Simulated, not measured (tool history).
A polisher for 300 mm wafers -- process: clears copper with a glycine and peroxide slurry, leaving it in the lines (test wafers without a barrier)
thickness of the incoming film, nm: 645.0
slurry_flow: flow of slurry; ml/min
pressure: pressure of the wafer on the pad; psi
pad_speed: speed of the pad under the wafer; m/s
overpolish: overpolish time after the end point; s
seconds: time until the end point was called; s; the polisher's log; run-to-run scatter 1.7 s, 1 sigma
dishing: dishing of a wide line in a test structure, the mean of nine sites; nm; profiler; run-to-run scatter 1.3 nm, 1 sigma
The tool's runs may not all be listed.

| run | hour | slurry_flow | pressure | pad_speed | overpolish | seconds | dishing |
|---|---|---|---|---|---|---|---|
| 1 | 0 | 175 | 2 | 0.98 | 27 | 121.59 | 56.616 |
| 2 | 8.4 | 175 | 2.1 | 0.98 | 28 | 122.34 | 58.649 |
| 3 | 10.1 | 175 | 2.2 | 1 | 28 | 114.45 | 59.972 |
| 4 | 14.2 | 175 | 1.9 | 1 | 28 | 131.36 | 58.084 |
| 5 | 15.7 | 175 | 1.9 | 1 | 17 | 129.4 | 45.026 |
| 6 | 18.3 | 175 | 2 | 1 | 20 | 125.48 | 47.918 |

Run 7 has not been measured yet. What should we expect?
| 7 | 27 | 175 | 2.1 | 1 | 22 | ? | ? |

seconds: 121.72 s
dishing: 52.655 nm
